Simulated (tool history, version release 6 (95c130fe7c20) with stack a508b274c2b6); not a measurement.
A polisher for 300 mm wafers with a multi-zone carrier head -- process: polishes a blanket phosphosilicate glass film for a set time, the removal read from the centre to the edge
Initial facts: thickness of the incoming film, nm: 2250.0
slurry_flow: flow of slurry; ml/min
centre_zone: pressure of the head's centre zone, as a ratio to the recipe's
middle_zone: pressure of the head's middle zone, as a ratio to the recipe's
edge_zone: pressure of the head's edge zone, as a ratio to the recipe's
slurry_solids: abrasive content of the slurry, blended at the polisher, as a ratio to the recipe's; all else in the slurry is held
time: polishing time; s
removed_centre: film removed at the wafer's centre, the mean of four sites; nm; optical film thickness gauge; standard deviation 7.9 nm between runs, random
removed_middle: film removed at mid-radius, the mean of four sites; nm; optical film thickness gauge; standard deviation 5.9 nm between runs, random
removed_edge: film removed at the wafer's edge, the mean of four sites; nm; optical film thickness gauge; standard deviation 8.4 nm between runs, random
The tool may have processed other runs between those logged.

run 1 hour=0 | slurry_flow=155 centre_zone=1 middle_zone=1 edge_zone=1 slurry_solids=1 time=64 | removed_centre=583.67 removed_middle=587.37 removed_edge=592.52
run 2 hour=0.7 | slurry_flow=130 centre_zone=1 middle_zone=1 edge_zone=1 slurry_solids=1 time=64 | removed_centre=563.52 removed_middle=576.37 removed_edge=581.71
run 3 hour=6.4 | slurry_flow=130 centre_zone=1 middle_zone=1 edge_zone=1 slurry_solids=0.9 time=64 | removed_centre=525.91 removed_middle=525.14 removed_edge=521.63
run 4 hour=12 | slurry_flow=130 centre_zone=0.97 middle_zone=1 edge_zone=1 slurry_solids=0.9 time=64 | removed_centre=508.73 removed_middle=533.18 removed_edge=534.83
run 5 hour=18.1 | slurry_flow=130 centre_zone=0.97 middle_zone=1.09 edge_zone=1 slurry_solids=0.9 time=64 | removed_centre=500.26 removed_middle=571.6 removed_edge=537.33
run 6 hour=23.5 | slurry_flow=145 centre_zone=1 middle_zone=1.11 edge_zone=1.02 slurry_solids=0.95 time=64 | removed_centre=559.5 removed_middle=607.26 removed_edge=569.88
run 7 hour=32.4 | slurry_flow=190 centre_zone=1.04 middle_zone=1.19 edge_zone=1.12 slurry_solids=1.2 time=65 | removed_centre=710.28 removed_middle=801.74 removed_edge=695.34
run 8 hour=33.2 | slurry_flow=195 centre_zone=1.05 middle_zone=1.17 edge_zone=1.13 slurry_solids=1.2 time=65 | removed_centre=712.4 removed_middle=768.33 removed_edge=710.78
run 9 hour=37.6 | slurry_flow=195 centre_zone=1.05 middle_zone=1.17 edge_zone=1.13 slurry_solids=1.2 time=65 | removed_centre=710.09 removed_middle=777.53 removed_edge=730.02
run 10 hour=46.1 | slurry_flow=200 centre_zone=1.07 middle_zone=1.17 edge_zone=1.13 slurry_solids=1.2 time=65 | removed_centre=745.71 removed_middle=780.27 removed_edge=721.35
run 11 hour=51 | slurry_flow=230 centre_zone=1.08 middle_zone=1.16 edge_zone=1.19 slurry_solids=1.3 time=65 | removed_centre=786.82 removed_middle=816.24 removed_edge=799.43
run 12 hour=58.4 | slurry_flow=230 centre_zone=1.09 middle_zone=1.16 edge_zone=1.18 slurry_solids=1.3 time=65 | removed_centre=781.79 removed_middle=822.98 removed_edge=780.43

What will run 13 give?
run 13 hour=61.8 | slurry_flow=230 centre_zone=1.1 middle_zone=1.16 edge_zone=1.18 slurry_solids=1.3 time=65 | removed_centre=? removed_middle=? removed_edge=?

removed_centre: 794.1 nm
removed_middle: 814 nm
removed_edge: 768.58 nm
